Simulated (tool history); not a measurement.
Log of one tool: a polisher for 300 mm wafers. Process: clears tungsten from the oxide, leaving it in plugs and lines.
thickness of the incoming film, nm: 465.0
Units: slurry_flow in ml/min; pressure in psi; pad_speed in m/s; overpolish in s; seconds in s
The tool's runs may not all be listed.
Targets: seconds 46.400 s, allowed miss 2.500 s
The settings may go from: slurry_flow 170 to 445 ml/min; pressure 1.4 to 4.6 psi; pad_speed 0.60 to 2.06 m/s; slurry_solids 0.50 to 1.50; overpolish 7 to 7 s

run 1 hour=0.0 | slurry_flow=285 pressure=3.0 pad_speed=1.32 slurry_solids=1.00 overpolish=7 | seconds=92.386
run 2 hour=7.5 | slurry_flow=325 pressure=3.0 pad_speed=1.32 slurry_solids=1.00 overpolish=7 | seconds=93.036
run 3 hour=9.1 | slurry_flow=360 pressure=3.0 pad_speed=1.32 slurry_solids=1.00 overpolish=7 | seconds=92.988
run 4 hour=17.2 | slurry_flow=360 pressure=3.0 pad_speed=1.32 slurry_solids=1.00 overpolish=7 | seconds=92.302
run 5 hour=21.5 | slurry_flow=360 pressure=3.3 pad_speed=1.38 slurry_solids=1.00 overpolish=7 | seconds=82.543
run 6 hour=23.1 | slurry_flow=360 pressure=3.3 pad_speed=1.38 slurry_solids=1.00 overpolish=7 | seconds=84.318
run 7 hour=25.3 | slurry_flow=365 pressure=4.1 pad_speed=1.66 slurry_solids=1.05 overpolish=7 | seconds=56.696
-- hour=27.8 slurry tank refilled with fresh slurry and peroxide
run 8 hour=27.8 | slurry_flow=365 pressure=4.2 pad_speed=1.68 slurry_solids=1.05 overpolish=7 | seconds=48.869

Which of these 4 next moves meets every target?
run A hour=30.3 | slurry_flow=400 pressure=4.2 pad_speed=1.68 slurry_solids=1.30 overpolish=7 | seconds=?
run B hour=30.3 | slurry_flow=330 pressure=4.3 pad_speed=1.70 slurry_solids=0.85 overpolish=7 | seconds=?
run C hour=30.3 | slurry_flow=390 pressure=4.5 pad_speed=1.34 slurry_solids=1.05 overpolish=7 | seconds=?
run D hour=30.3 | slurry_flow=385 pressure=3.9 pad_speed=1.56 slurry_solids=1.10 overpolish=7 | seconds=?

move=A seconds=46.571
move=B seconds=50.986
move=C seconds=54.920
move=D seconds=55.579
A: meets every target
B: further off than the last run
C: further off than the last run
D: further off than the last run
Answer: A
